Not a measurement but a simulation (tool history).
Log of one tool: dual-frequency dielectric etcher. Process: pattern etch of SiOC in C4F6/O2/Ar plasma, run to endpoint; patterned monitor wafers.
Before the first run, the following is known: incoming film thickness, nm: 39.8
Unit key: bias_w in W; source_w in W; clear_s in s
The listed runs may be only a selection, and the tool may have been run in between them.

Run 1, hour 0.0: bias_w 631 W, source_w 370 W. Result: clear_s 12.734 s.
Run 2, hour 5.2: bias_w 683 W, source_w 380 W. Result: clear_s 12.161 s.
Run 3, hour 10.7: bias_w 720 W, source_w 390 W. Result: clear_s 11.680 s.
Run 4, hour 13.5: bias_w 743 W, source_w 390 W. Result: clear_s 11.536 s.
Run 5, hour 17.7: bias_w 743 W, source_w 370 W. Result: clear_s 11.610 s.
Run 6, hour 25.0: bias_w 743 W, source_w 330 W. Result: clear_s 12.237 s.
Run 7, hour 26.9: bias_w 775 W, source_w 340 W. Result: clear_s 11.742 s.

Run 8 is up next; what results do you expect?
Run 8, hour 29.3: bias_w 799 W, source_w 340 W. Result: clear_s ?.

clear_s: 11.596 s
